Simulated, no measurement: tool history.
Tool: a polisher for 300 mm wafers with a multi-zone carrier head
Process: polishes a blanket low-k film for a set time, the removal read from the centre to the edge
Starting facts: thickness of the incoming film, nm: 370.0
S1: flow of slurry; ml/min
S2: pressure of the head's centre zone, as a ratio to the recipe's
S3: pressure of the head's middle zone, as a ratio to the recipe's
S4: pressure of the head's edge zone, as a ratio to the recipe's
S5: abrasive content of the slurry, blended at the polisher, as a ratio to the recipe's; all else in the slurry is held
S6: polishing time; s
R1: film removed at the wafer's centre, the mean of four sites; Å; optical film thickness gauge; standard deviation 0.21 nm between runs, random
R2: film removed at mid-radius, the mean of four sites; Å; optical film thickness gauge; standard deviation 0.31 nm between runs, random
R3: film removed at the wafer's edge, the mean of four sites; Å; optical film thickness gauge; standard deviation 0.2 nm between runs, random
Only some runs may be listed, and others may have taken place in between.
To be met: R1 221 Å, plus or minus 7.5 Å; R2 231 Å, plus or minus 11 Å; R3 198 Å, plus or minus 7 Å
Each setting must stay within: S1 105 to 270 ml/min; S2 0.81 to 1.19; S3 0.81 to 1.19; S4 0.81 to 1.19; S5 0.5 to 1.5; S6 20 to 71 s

run	hour	S1	S2	S3	S4	S5	S6	R1	R2	R3
1	0	175	1	1	1	1	45	181.66	176.93	169.42
2	2.1	150	1	1	1	1	45	172.78	176.49	172.38
3	3.5	150	1	1	1	1	52	201.91	198.86	198.36
4	6.9	160	1	1.03	0.99	1	52	207.5	206.2	199.03
5	9.7	160	1	1.03	0.92	1	52	209	207.1	187.21
6	12.7	160	1.07	1.03	0.92	1	52	219.49	199.63	186.6
7	13.5	165	1.05	1.06	0.93	1	52	218.14	214.85	191.02
8	16.9	170	1.05	1.07	0.94	1	52	214	212.63	192.45
9	22.6	175	1.05	1.08	0.94	1	52	224.79	217.91	193.11
10	27	175	1.04	1.09	0.94	1	52	218.42	217.93	193.5

Which one of the following 5 next-run settings gets every result inside its allowed miss? There is exactly one.
A	31.4	150	1.05	1.03	0.95	0.9	57	?	?	?
B	31.4	195	1.01	1.13	0.82	1.05	51	?	?	?
C	31.4	125	1	1.04	1.17	1.05	54	?	?	?
D	31.4	195	1.08	0.96	0.87	0.95	53	?	?	?
E	31.4	255	1	1.11	0.93	0.95	53	?	?	?

move	R1	R2	R3
A	220.64	211.95	198.27
B	216.52	229.6	185.35
C	204.12	208.54	217.63
D	229.15	202.65	188.79
E	221.19	232.95	199.85
A: its largest miss is bigger than the last run's
B: meets the target for the result that was furthest off, but another lies outside its allowed miss
C: its largest miss is bigger than the last run's
D: its largest miss is bigger than the last run's
E: meets every target
E meets every target.
